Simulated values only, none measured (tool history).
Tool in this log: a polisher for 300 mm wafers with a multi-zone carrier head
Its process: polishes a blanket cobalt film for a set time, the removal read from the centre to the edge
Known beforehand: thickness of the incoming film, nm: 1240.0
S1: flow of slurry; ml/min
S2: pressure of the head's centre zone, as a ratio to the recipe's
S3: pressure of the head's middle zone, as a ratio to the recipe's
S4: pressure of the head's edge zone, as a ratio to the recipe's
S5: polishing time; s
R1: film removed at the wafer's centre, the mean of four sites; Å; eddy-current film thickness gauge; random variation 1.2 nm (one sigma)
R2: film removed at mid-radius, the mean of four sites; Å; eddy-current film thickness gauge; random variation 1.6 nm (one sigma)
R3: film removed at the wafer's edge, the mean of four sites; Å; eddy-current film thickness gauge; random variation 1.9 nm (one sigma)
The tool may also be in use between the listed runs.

run	day	S1	S2	S3	S4	S5	R1	R2	R3
1	0.000	265	1.00	1.00	1.00	67	2146.1	2223.7	2365.9
2	0.096	260	0.99	1.00	0.98	67	2133.4	2228.1	2291.4
3	0.188	255	0.98	1.00	0.97	67	2150.8	2243.6	2264.3
4	0.479	250	0.96	1.00	0.97	67	2100.4	2225.2	2305.3
5	0.504	250	0.95	1.00	0.96	66	2059.8	2205.9	2266.8
6	0.775	210	0.95	1.00	0.96	66	2023.6	2152.2	2206.0
7	1.100	205	0.94	1.00	0.95	66	1995.8	2152.9	2261.9
8	1.158	205	0.93	1.00	0.94	65	1947.7	2139.1	2187.4
9	1.521	205	0.92	1.00	0.93	65	1918.2	2126.0	2181.2
10	1.842	205	0.92	1.00	0.92	65	1940.0	2116.1	2183.4
11	1.896	205	0.91	1.00	0.91	65	1922.0	2160.8	2146.8

Expected results for the next run?
12	2.004	205	0.90	1.00	0.91	65	?	?	?

R1: 1919.6 Å
R2: 2142.5 Å
R3: 2162.7 Å

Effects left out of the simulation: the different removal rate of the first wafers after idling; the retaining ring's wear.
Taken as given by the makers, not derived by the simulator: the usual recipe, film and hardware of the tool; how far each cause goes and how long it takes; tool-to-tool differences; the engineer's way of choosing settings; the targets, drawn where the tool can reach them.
